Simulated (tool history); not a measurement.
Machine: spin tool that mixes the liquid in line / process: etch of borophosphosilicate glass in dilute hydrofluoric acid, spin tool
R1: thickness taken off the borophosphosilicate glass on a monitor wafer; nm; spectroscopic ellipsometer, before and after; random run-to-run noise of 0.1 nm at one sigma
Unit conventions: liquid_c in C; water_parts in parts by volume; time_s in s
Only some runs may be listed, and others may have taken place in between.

Run 1, day 0.000: liquid_c 20.0 C, water_parts 75 parts by volume, time_s 15 s. Result: R1 12.355 nm.
Run 2, day 0.183: liquid_c 20.0 C, water_parts 50 parts by volume, time_s 15 s. Result: R1 19.112 nm.
Run 3, day 0.329: liquid_c 19.5 C, water_parts 50 parts by volume, time_s 15 s. Result: R1 18.784 nm.
Run 4, day 0.500: liquid_c 21.5 C, water_parts 50 parts by volume, time_s 15 s. Result: R1 20.234 nm.
Run 5, day 0.646: liquid_c 21.0 C, water_parts 50 parts by volume, time_s 15 s. Result: R1 19.653 nm.
Run 6, day 0.850: liquid_c 21.0 C, water_parts 30 parts by volume, time_s 15 s. Result: R1 34.021 nm.
Run 7, day 0.904: liquid_c 20.5 C, water_parts 35 parts by volume, time_s 15 s. Result: R1 28.474 nm.
Run 8, day 0.950: liquid_c 20.0 C, water_parts 40 parts by volume, time_s 15 s. Result: R1 24.120 nm.

What will run 9 give?
Run 9, day 1.196: liquid_c 19.5 C, water_parts 45 parts by volume, time_s 15 s. Result: R1 ?.

R1: 20.979 nm
